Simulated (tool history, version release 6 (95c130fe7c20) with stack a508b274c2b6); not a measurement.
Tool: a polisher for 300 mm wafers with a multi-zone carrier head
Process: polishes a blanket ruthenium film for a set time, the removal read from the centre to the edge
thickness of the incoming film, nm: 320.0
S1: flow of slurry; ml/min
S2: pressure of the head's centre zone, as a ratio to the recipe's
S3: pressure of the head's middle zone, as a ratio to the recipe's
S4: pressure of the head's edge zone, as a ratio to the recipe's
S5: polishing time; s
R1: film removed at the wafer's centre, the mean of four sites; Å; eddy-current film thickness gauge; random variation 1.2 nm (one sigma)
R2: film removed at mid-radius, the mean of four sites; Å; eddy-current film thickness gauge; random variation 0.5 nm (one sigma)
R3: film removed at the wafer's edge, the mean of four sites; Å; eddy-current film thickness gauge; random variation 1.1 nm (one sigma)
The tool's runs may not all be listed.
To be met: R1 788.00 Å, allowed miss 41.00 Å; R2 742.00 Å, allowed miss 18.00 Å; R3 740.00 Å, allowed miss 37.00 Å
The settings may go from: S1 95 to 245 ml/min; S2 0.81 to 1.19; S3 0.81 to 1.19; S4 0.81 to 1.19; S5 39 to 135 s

| run | day | S1 | S2 | S3 | S4 | S5 | R1 | R2 | R3 |
|---|---|---|---|---|---|---|---|---|---|
| 1 | 0.000 | 155 | 1.00 | 1.00 | 1.00 | 87 | 889.57 | 925.97 | 938.73 |
| 2 | 0.167 | 150 | 1.01 | 0.98 | 0.96 | 84 | 870.91 | 865.58 | 853.26 |
| 3 | 0.408 | 140 | 1.00 | 0.96 | 0.94 | 83 | 833.49 | 834.13 | 854.24 |
| 4 | 0.500 | 140 | 1.00 | 0.96 | 0.94 | 101 | 1000.40 | 1008.00 | 1042.20 |
| 5 | 0.754 | 140 | 0.97 | 0.96 | 0.94 | 101 | 964.48 | 1017.90 | 1017.20 |
| 6 | 0.992 | 140 | 0.97 | 1.01 | 0.94 | 101 | 972.93 | 1057.60 | 1002.30 |
| 7 | 1.083 | 140 | 0.98 | 0.98 | 0.91 | 95 | 951.37 | 965.17 | 961.66 |
| 8 | 1.412 | 135 | 0.98 | 0.98 | 0.89 | 89 | 865.44 | 910.22 | 884.11 |
| 9 | 1.521 | 135 | 1.00 | 0.97 | 0.87 | 84 | 840.03 | 854.99 | 805.00 |
| 10 | 1.783 | 105 | 0.99 | 0.87 | 0.83 | 81 | 722.48 | 701.21 | 729.18 |
| 11 | 1.921 | 115 | 1.00 | 0.88 | 0.83 | 81 | 778.95 | 718.67 | 749.22 |

Which of these 5 next moves meets every target?
| A | 2.058 | 140 | 1.11 | 0.88 | 0.81 | 75 | ? | ? | ? |
| B | 2.058 | 185 | 1.00 | 0.88 | 0.82 | 75 | ? | ? | ? |
| C | 2.058 | 155 | 1.06 | 0.90 | 0.91 | 72 | ? | ? | ? |
| D | 2.058 | 150 | 0.98 | 0.81 | 0.81 | 77 | ? | ? | ? |
| E | 2.058 | 140 | 0.97 | 0.83 | 0.84 | 80 | ? | ? | ? |

| move | R1 | R2 | R3 |
|---|---|---|---|
| A | 816.72 | 703.93 | 712.86 |
| B | 781.84 | 743.38 | 745.15 |
| C | 767.44 | 703.69 | 732.12 |
| D | 752.40 | 685.87 | 740.44 |
| E | 760.75 | 716.09 | 773.14 |
A: further off than the last run
B: meets every target
C: further off than the last run
D: further off than the last run
E: further off than the last run
Answer: B
